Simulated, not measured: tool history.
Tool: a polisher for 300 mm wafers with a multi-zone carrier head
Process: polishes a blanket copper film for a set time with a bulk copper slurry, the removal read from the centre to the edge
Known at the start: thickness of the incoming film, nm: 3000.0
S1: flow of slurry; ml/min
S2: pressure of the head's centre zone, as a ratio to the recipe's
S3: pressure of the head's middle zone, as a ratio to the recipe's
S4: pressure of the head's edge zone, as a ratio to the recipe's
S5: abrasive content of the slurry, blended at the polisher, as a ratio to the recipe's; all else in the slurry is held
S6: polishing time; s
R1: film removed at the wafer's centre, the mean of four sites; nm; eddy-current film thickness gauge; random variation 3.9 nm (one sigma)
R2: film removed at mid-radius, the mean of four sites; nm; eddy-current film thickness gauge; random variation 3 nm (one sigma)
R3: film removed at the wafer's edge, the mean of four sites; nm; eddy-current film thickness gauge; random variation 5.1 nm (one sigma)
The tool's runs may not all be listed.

Run 1, hour 0: S1 300 ml/min, S2 1, S3 1, S4 1, S5 1, S6 87 s. Result: R1 608.89 nm, R2 598.86 nm, R3 619.97 nm.
Run 2, hour 6.1: S1 300 ml/min, S2 0.91, S3 1, S4 1, S5 1, S6 87 s. Result: R1 572.34 nm, R2 592.61 nm, R3 619.81 nm.
Run 3, hour 14.1: S1 300 ml/min, S2 0.91, S3 0.99, S4 0.98, S5 0.9, S6 81 s. Result: R1 516.56 nm, R2 554.05 nm, R3 543.51 nm.
Run 4, hour 17.1: S1 295 ml/min, S2 0.92, S3 0.96, S4 0.99, S5 0.85, S6 76 s. Result: R1 488.13 nm, R2 488.12 nm, R3 507.87 nm.
Run 5, hour 24.4: S1 295 ml/min, S2 0.92, S3 0.96, S4 1.06, S5 0.85, S6 76 s. Result: R1 488.56 nm, R2 493.15 nm, R3 536.07 nm.
Run 6, hour 28.4: S1 295 ml/min, S2 0.92, S3 0.89, S4 1.06, S5 0.85, S6 76 s. Result: R1 487.84 nm, R2 455.54 nm, R3 522.35 nm.
Run 7, hour 34.3: S1 295 ml/min, S2 0.91, S3 0.88, S4 1.04, S5 0.8, S6 73 s. Result: R1 454.96 nm, R2 442.15 nm, R3 482.1 nm.
Run 8, hour 41: S1 270 ml/min, S2 0.94, S3 0.81, S4 1.01, S5 0.55, S6 52 s. Result: R1 318.62 nm, R2 277.08 nm, R3 325.08 nm.
Run 9, hour 43.2: S1 285 ml/min, S2 0.94, S3 0.83, S4 1.01, S5 0.55, S6 52 s. Result: R1 314.35 nm, R2 280.63 nm, R3 332.15 nm.
Run 10, hour 51.5: S1 280 ml/min, S2 0.95, S3 0.85, S4 1, S5 0.6, S6 52 s. Result: R1 315.82 nm, R2 292.47 nm, R3 321.55 nm.
Run 11, hour 58.1: S1 285 ml/min, S2 0.96, S3 0.86, S4 1.01, S5 0.6, S6 52 s. Result: R1 322.44 nm, R2 295.48 nm, R3 334.8 nm.

Run 12 comes next. What will it give?
Run 12, hour 65.9: S1 285 ml/min, S2 0.96, S3 0.86, S4 1.01, S5 0.6, S6 52 s. Result: R1 ?, R2 ?, R3 ?.

{"run 12": {"R1": 314.39, "R2": 290.21, "R3": 332.83}}
